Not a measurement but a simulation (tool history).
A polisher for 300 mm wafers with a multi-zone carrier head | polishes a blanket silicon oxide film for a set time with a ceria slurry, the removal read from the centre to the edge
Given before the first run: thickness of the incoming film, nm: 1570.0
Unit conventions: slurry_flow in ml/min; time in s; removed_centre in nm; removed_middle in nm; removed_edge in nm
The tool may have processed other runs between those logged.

Run 1, hour 0: slurry_flow 175 ml/min, centre_zone 1, middle_zone 1, edge_zone 1, time 35 s. Result: removed_centre 163.45 nm, removed_middle 169.08 nm, removed_edge 166.12 nm.
Run 2, hour 8.4: slurry_flow 165 ml/min, centre_zone 1.01, middle_zone 0.96, edge_zone 1.01, time 35 s. Result: removed_centre 164.42 nm, removed_middle 162.38 nm, removed_edge 168.44 nm.
Run 3, hour 11.3: slurry_flow 165 ml/min, centre_zone 1.01, middle_zone 0.88, edge_zone 1.01, time 35 s. Result: removed_centre 161.38 nm, removed_middle 148.19 nm, removed_edge 169.65 nm.
Run 4, hour 12.6: slurry_flow 200 ml/min, centre_zone 1.01, middle_zone 0.88, edge_zone 1.01, time 35 s. Result: removed_centre 169.8 nm, removed_middle 154.02 nm, removed_edge 171.29 nm.
Run 5, hour 13.3: slurry_flow 200 ml/min, centre_zone 1.01, middle_zone 0.97, edge_zone 1.01, time 35 s. Result: removed_centre 169.42 nm, removed_middle 166.22 nm, removed_edge 173.07 nm.
Run 6, hour 17.6: slurry_flow 195 ml/min, centre_zone 1.02, middle_zone 0.94, edge_zone 1.01, time 35 s. Result: removed_centre 172.2 nm, removed_middle 163.42 nm, removed_edge 171.57 nm.
Run 7, hour 22.6: slurry_flow 185 ml/min, centre_zone 1.03, middle_zone 0.92, edge_zone 1.01, time 35 s. Result: removed_centre 169.8 nm, removed_middle 157.32 nm, removed_edge 172.23 nm.
Run 8, hour 24: slurry_flow 180 ml/min, centre_zone 1.04, middle_zone 0.9, edge_zone 1, time 35 s. Result: removed_centre 169.69 nm, removed_middle 155.51 nm, removed_edge 168.8 nm.
Run 9, hour 31.5: slurry_flow 175 ml/min, centre_zone 1.05, middle_zone 0.88, edge_zone 1.01, time 35 s. Result: removed_centre 174.61 nm, removed_middle 153.85 nm, removed_edge 168.74 nm.
Run 10, hour 38.2: slurry_flow 170 ml/min, centre_zone 1.05, middle_zone 0.87, edge_zone 1.03, time 35 s. Result: removed_centre 169.75 nm, removed_middle 150.6 nm, removed_edge 171.58 nm.

Run 11, settings as shown, results not yet in. Your forecast:
Run 11, hour 45: slurry_flow 165 ml/min, centre_zone 1.06, middle_zone 0.86, edge_zone 1.04, time 35 s. Result: removed_centre ?, removed_middle ?, removed_edge ?.

Run 11 came out at removed_centre 167.6 nm, removed_middle 148.54 nm, removed_edge 172.21 nm.
